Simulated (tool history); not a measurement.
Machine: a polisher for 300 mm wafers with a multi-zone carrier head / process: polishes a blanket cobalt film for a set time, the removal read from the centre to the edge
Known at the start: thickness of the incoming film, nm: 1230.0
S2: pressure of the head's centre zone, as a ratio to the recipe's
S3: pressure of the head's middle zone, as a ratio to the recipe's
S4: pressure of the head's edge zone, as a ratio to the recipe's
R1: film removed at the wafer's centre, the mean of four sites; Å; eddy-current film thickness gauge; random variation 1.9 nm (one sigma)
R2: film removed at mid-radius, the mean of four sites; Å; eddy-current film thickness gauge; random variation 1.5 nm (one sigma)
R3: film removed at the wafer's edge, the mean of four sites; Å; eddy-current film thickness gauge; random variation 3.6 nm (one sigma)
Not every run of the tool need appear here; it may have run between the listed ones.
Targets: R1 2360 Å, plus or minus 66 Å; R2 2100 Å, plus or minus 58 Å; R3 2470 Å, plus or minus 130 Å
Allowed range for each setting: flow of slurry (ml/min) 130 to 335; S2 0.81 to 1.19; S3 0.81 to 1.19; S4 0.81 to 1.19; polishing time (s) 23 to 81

run 1 hour=0 | flow_of_slurry_(ml/min)=215 S2=1 S3=1 S4=1 polishing_time_(s)=52 | R1=2417.4 R2=2410.6 R3=2329.6
run 2 hour=7 | flow_of_slurry_(ml/min)=215 S2=0.94 S3=1 S4=1 polishing_time_(s)=52 | R1=2289.3 R2=2379.2 R3=2450.9
run 3 hour=8.5 | flow_of_slurry_(ml/min)=215 S2=0.94 S3=1 S4=0.92 polishing_time_(s)=52 | R1=2256.9 R2=2366.3 R3=2268.2
run 4 hour=17.2 | flow_of_slurry_(ml/min)=210 S2=0.94 S3=0.98 S4=0.94 polishing_time_(s)=52 | R1=2277.7 R2=2333.7 R3=2326.3
run 5 hour=23.9 | flow_of_slurry_(ml/min)=210 S2=0.89 S3=0.98 S4=0.94 polishing_time_(s)=52 | R1=2144.1 R2=2329.8 R3=2288.5
run 6 hour=24.4 | flow_of_slurry_(ml/min)=210 S2=0.9 S3=0.96 S4=0.96 polishing_time_(s)=52 | R1=2153.3 R2=2296 R3=2378.4
run 7 hour=28.2 | flow_of_slurry_(ml/min)=210 S2=0.91 S3=0.94 S4=0.96 polishing_time_(s)=52 | R1=2189.3 R2=2216.1 R3=2373.7
run 8 hour=35.2 | flow_of_slurry_(ml/min)=210 S2=0.92 S3=0.93 S4=0.96 polishing_time_(s)=52 | R1=2229.3 R2=2228.3 R3=2365.7
run 9 hour=42.4 | flow_of_slurry_(ml/min)=210 S2=0.93 S3=0.92 S4=0.97 polishing_time_(s)=52 | R1=2248 R2=2178.5 R3=2356.4
run 10 hour=49.4 | flow_of_slurry_(ml/min)=210 S2=0.93 S3=0.91 S4=0.98 polishing_time_(s)=52 | R1=2273.2 R2=2198.5 R3=2354
run 11 hour=57.4 | flow_of_slurry_(ml/min)=210 S2=0.93 S3=0.9 S4=0.99 polishing_time_(s)=52 | R1=2217.6 R2=2168.8 R3=2392.8
run 12 hour=60.8 | flow_of_slurry_(ml/min)=210 S2=0.94 S3=0.89 S4=1 polishing_time_(s)=52 | R1=2247.6 R2=2146.8 R3=2430.2
run 13 hour=69.5 | flow_of_slurry_(ml/min)=210 S2=0.95 S3=0.88 S4=1 polishing_time_(s)=52 | R1=2275.2 R2=2110.2 R3=2446.1

Which of these 5 next moves meets every target?
run A hour=78.2 | flow_of_slurry_(ml/min)=195 S2=0.98 S3=0.83 S4=0.9 polishing_time_(s)=50 | R1=? R2=? R3=?
run B hour=78.2 | flow_of_slurry_(ml/min)=240 S2=0.94 S3=0.82 S4=0.97 polishing_time_(s)=53 | R1=? R2=? R3=?
run C hour=78.2 | flow_of_slurry_(ml/min)=190 S2=0.87 S3=0.84 S4=0.98 polishing_time_(s)=53 | R1=? R2=? R3=?
run D hour=78.2 | flow_of_slurry_(ml/min)=270 S2=0.89 S3=0.92 S4=1.06 polishing_time_(s)=51 | R1=? R2=? R3=?
run E hour=78.2 | flow_of_slurry_(ml/min)=215 S2=0.93 S3=0.88 S4=0.91 polishing_time_(s)=51 | R1=? R2=? R3=?

move=A R1=2239.1 R2=1925.6 R3=2157
move=B R1=2354.6 R2=2084.3 R3=2422.9
move=C R1=2094.8 R2=2053.2 R3=2371.4
move=D R1=2180.1 R2=2237.5 R3=2457.6
move=E R1=2204.6 R2=2093.4 R3=2235.2
A: misses by more than the last run did
B: all results land within tolerance of their targets
C: misses by more than the last run did
D: misses by more than the last run did
E: misses by more than the last run did
B meets every target.
